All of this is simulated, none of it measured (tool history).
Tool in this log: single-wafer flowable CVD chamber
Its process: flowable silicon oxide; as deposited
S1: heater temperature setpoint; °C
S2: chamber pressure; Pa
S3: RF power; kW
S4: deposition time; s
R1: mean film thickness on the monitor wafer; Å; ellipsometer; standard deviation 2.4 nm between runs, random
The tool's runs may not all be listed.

run 1 hour=0.0 | S1=110 S2=143 S3=1.935 S4=476 | R1=2953.2
run 2 hour=4.7 | S1=105 S2=143 S3=1.935 S4=476 | R1=3564.0
run 3 hour=6.4 | S1=102 S2=143 S3=1.935 S4=476 | R1=3960.5
run 4 hour=14.4 | S1=99 S2=143 S3=1.935 S4=476 | R1=4479.1
run 5 hour=21.6 | S1=99 S2=119 S3=1.935 S4=476 | R1=3742.4
run 6 hour=26.3 | S1=96 S2=119 S3=1.935 S4=476 | R1=4168.2

What does the tool deliver on the next run?
run 7 hour=34.2 | S1=94 S2=119 S3=1.935 S4=476 | R1=?

R1: 4522.1 Å

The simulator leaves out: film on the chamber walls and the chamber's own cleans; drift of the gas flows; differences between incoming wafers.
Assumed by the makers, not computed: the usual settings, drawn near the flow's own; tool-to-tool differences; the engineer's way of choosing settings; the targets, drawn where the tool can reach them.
